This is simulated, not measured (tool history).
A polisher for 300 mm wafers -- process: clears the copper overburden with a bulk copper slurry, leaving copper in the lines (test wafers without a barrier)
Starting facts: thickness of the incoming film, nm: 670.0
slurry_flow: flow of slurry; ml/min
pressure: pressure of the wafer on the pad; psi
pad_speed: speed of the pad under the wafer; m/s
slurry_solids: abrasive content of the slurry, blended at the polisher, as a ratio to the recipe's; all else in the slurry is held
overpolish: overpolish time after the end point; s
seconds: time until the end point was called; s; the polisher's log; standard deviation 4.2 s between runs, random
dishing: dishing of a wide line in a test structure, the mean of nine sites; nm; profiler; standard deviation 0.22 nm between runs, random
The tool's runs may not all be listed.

Run 1, hour 0: slurry_flow 290 ml/min, pressure 2.3 psi, pad_speed 1.06 m/s, slurry_solids 1, overpolish 21 s. Result: seconds 85.349 s, dishing 96.242 nm.
Run 2, hour 8.3: slurry_flow 275 ml/min, pressure 2.1 psi, pad_speed 0.98 m/s, slurry_solids 0.95, overpolish 19 s. Result: seconds 106.15 s, dishing 77.027 nm.
Run 3, hour 9.1: slurry_flow 275 ml/min, pressure 2.1 psi, pad_speed 1.18 m/s, slurry_solids 0.95, overpolish 19 s. Result: seconds 86.612 s, dishing 85.812 nm.
Run 4, hour 17.3: slurry_flow 260 ml/min, pressure 1.9 psi, pad_speed 1.1 m/s, slurry_solids 0.9, overpolish 17 s. Result: seconds 101.99 s, dishing 70.249 nm.
Run 5, hour 21: slurry_flow 250 ml/min, pressure 1.8 psi, pad_speed 1.02 m/s, slurry_solids 0.85, overpolish 15 s. Result: seconds 119.03 s, dishing 56.87 nm.
Run 6, hour 23.3: slurry_flow 200 ml/min, pressure 1.8 psi, pad_speed 1.02 m/s, slurry_solids 0.85, overpolish 15 s. Result: seconds 118.63 s, dishing 56.407 nm.
Run 7, hour 31.5: slurry_flow 195 ml/min, pressure 1.7 psi, pad_speed 0.96 m/s, slurry_solids 0.8, overpolish 14 s. Result: seconds 141.12 s, dishing 47.314 nm.
Run 8, hour 37.2: slurry_flow 190 ml/min, pressure 1.6 psi, pad_speed 0.94 m/s, slurry_solids 0.75, overpolish 13 s. Result: seconds 157.17 s, dishing 40.607 nm.
Run 9, hour 40.8: slurry_flow 190 ml/min, pressure 1.5 psi, pad_speed 0.92 m/s, slurry_solids 0.7, overpolish 12 s. Result: seconds 169.9 s, dishing 35.643 nm.

What will run 10 give?
Run 10, hour 44.6: slurry_flow 190 ml/min, pressure 1.4 psi, pad_speed 0.92 m/s, slurry_solids 0.65, overpolish 11 s. Result: seconds ?, dishing ?.

seconds: 191.78 s
dishing: 30.017 nm
